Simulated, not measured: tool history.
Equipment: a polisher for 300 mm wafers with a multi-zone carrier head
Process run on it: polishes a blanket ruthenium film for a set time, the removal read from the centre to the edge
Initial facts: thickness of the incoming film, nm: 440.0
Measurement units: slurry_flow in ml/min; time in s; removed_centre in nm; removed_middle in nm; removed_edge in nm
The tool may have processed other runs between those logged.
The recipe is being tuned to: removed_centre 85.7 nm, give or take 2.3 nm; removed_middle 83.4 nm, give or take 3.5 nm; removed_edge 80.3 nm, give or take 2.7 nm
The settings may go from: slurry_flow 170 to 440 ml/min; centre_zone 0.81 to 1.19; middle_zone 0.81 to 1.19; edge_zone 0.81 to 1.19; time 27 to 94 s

run 1 hour=0 | slurry_flow=280 centre_zone=1 middle_zone=1 edge_zone=1 time=60 | removed_centre=54.346 removed_middle=55.305 removed_edge=55.533
run 2 hour=3.4 | slurry_flow=280 centre_zone=1 middle_zone=1 edge_zone=1 time=70 | removed_centre=64.204 removed_middle=65.509 removed_edge=65.038
run 3 hour=5 | slurry_flow=280 centre_zone=1 middle_zone=1 edge_zone=0.96 time=70 | removed_centre=63.786 removed_middle=63.956 removed_edge=64.547
run 4 hour=7.8 | slurry_flow=280 centre_zone=1 middle_zone=1 edge_zone=0.96 time=82 | removed_centre=75.079 removed_middle=77.182 removed_edge=74.668
run 5 hour=16.6 | slurry_flow=290 centre_zone=1.02 middle_zone=1 edge_zone=0.98 time=82 | removed_centre=76.143 removed_middle=76.996 removed_edge=75.403
run 6 hour=19.3 | slurry_flow=290 centre_zone=1.04 middle_zone=1.01 edge_zone=0.99 time=83 | removed_centre=78.757 removed_middle=78.165 removed_edge=77.016
run 7 hour=24.7 | slurry_flow=295 centre_zone=1.05 middle_zone=1.02 edge_zone=1 time=84 | removed_centre=81.373 removed_middle=78.073 removed_edge=79.413
run 8 hour=25.4 | slurry_flow=295 centre_zone=1.05 middle_zone=1.04 edge_zone=0.98 time=85 | removed_centre=82.64 removed_middle=80.553 removed_edge=78.146
run 9 hour=31.9 | slurry_flow=295 centre_zone=1.05 middle_zone=1.05 edge_zone=0.99 time=85 | removed_centre=81.193 removed_middle=82.594 removed_edge=78.463
run 10 hour=37.4 | slurry_flow=300 centre_zone=1.06 middle_zone=1.05 edge_zone=0.99 time=85 | removed_centre=82.826 removed_middle=79.863 removed_edge=79.718

Next run, 4 choices. One meets every target within its allowed miss, the rest don't. Which?
run A hour=42.9 | slurry_flow=280 centre_zone=1.1 middle_zone=1.08 edge_zone=1.03 time=86 | removed_centre=? removed_middle=? removed_edge=?
run B hour=42.9 | slurry_flow=325 centre_zone=0.94 middle_zone=1.08 edge_zone=0.82 time=89 | removed_centre=? removed_middle=? removed_edge=?
run C hour=42.9 | slurry_flow=195 centre_zone=1.17 middle_zone=1.15 edge_zone=0.91 time=90 | removed_centre=? removed_middle=? removed_edge=?
run D hour=42.9 | slurry_flow=325 centre_zone=1.12 middle_zone=1.03 edge_zone=1.03 time=81 | removed_centre=? removed_middle=? removed_edge=?

move=A removed_centre=85.917 removed_middle=83.981 removed_edge=80.524
move=B removed_centre=77.131 removed_middle=88.292 removed_edge=75.813
move=C removed_centre=90.891 removed_middle=87.182 removed_edge=76.693
move=D removed_centre=83.729 removed_middle=78.011 removed_edge=76.73
A: every result within its allowed miss
B: further off than the last run
C: pushes the last run's worst result past its target
D: puts the biggest miss on target and leaves a different result outside tolerance
Move A is the one to make.
